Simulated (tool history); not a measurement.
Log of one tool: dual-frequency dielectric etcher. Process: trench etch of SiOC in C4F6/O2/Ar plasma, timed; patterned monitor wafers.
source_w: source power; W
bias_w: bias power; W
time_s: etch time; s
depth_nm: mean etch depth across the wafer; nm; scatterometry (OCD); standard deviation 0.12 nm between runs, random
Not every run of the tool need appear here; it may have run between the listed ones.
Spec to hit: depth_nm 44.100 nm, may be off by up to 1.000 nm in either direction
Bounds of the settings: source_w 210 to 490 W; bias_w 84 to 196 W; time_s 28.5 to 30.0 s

run  hour  source_w  bias_w  time_s  depth_nm
  1   0.0       350     140    28.5    49.879
  2   6.2       340     139    28.5    49.035
  3  11.0       340     139    30.0    51.670
  4  15.6       340     139    28.5    49.025
  5  24.1       340     126    28.5    47.739
  6  28.2       370     126    28.5    49.567
  7  33.6       360     125    28.5    48.896
  8  35.3       350     124    28.5    47.979
  9  36.4       280     117    28.5    42.776

Of the 4 settings listed for the next run, only one would bring every result within its allowed miss of target. Which one?
  A  37.5       270     128    29.0         ?
  B  37.5       320      90    28.5         ?
  C  37.5       230     133    29.5         ?
  D  37.5       270     101    29.5         ?

move  depth_nm
   A    44.098
   B    42.356
   C    42.176
   D    41.873
A: each result inside its tolerance
B: misses by more than the last run did
C: misses by more than the last run did
D: misses by more than the last run did
So the answer is move A, the one that meets all the targets.
